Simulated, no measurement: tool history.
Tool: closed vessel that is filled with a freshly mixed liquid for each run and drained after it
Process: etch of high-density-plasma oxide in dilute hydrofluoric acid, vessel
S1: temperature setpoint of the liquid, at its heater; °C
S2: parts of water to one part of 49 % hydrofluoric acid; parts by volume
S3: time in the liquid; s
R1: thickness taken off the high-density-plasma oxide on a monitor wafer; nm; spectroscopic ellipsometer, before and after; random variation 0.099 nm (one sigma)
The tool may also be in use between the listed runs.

run	day	S1	S2	S3	R1
1	0.000	24.0	250	1450	53.662
2	0.250	24.0	210	1450	66.526
3	0.342	22.5	210	1450	62.942
4	0.379	21.0	250	1450	47.560
5	0.462	21.0	250	1450	47.999
6	0.750	21.0	180	1450	71.362
7	0.925	17.0	280	1450	35.572
8	1.125	17.0	300	1450	32.849
9	1.404	17.0	315	1450	30.894
10	1.621	17.0	315	1450	30.925
11	1.879	17.0	325	1450	29.808
12	2.079	17.0	335	1450	28.615

Forecast run 13:
13	2.204	17.0	345	1450	?

R1: 27.582 nm
